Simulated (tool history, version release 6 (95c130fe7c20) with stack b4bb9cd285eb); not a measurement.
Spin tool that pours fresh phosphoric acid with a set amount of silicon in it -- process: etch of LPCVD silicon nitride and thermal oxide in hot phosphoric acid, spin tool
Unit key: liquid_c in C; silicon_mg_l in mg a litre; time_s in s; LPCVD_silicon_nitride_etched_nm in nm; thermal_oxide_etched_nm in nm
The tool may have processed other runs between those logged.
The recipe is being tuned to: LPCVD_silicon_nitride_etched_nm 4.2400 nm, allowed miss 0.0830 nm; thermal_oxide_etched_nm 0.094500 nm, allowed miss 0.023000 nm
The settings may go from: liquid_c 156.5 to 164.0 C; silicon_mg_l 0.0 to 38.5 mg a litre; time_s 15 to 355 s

run,hour,liquid_c,silicon_mg_l,time_s,LPCVD_silicon_nitride_etched_nm,thermal_oxide_etched_nm
1,0.0,159.0,17.0,180,13.8180,0.406050
2,1.6,159.0,20.5,180,13.7800,0.305770
3,2.8,158.5,21.5,130,9.8289,0.246520
4,4.0,158.0,25.0,95,7.0135,0.146940
5,10.1,157.5,24.5,75,5.4960,0.116430
6,14.3,157.0,24.0,70,5.0921,0.101620
7,15.3,157.0,22.5,65,4.6819,0.090026
8,22.1,157.0,20.0,65,4.7021,0.105700
9,23.5,157.0,19.5,65,4.6562,0.087614
10,24.5,157.0,17.5,65,4.6584,0.104060
11,26.6,157.0,17.0,65,4.6622,0.112920
12,33.0,157.0,17.5,65,4.7415,0.116540
13,38.9,157.0,18.0,65,4.7005,0.116940
14,41.5,157.0,18.5,65,4.6967,0.102990
15,42.1,157.0,17.5,65,4.6847,0.117160
16,43.5,157.0,18.0,65,4.6540,0.104420
17,47.0,157.0,17.5,65,4.6782,0.107620

Which one of the following 5 next-run settings gets every result inside its allowed miss? There is exactly one.
A,50.5,157.0,27.0,75,?,?
B,50.5,156.5,15.0,60,?,?
C,50.5,156.5,35.0,60,?,?
D,50.5,156.5,36.5,60,?,?
E,50.5,156.5,17.5,75,?,?

move,LPCVD_silicon_nitride_etched_nm,thermal_oxide_etched_nm
A,5.3464,0.098670
B,4.2048,0.105040
C,4.2048,0.056760
D,4.2048,0.053164
E,5.2561,0.123600
A: lands further from the targets than the last run did
B: all results in spec
C: meets the target for the result that was furthest off, but another lies outside its allowed miss
D: meets the target for the result that was furthest off, but another lies outside its allowed miss
E: lands further from the targets than the last run did
Answer: B
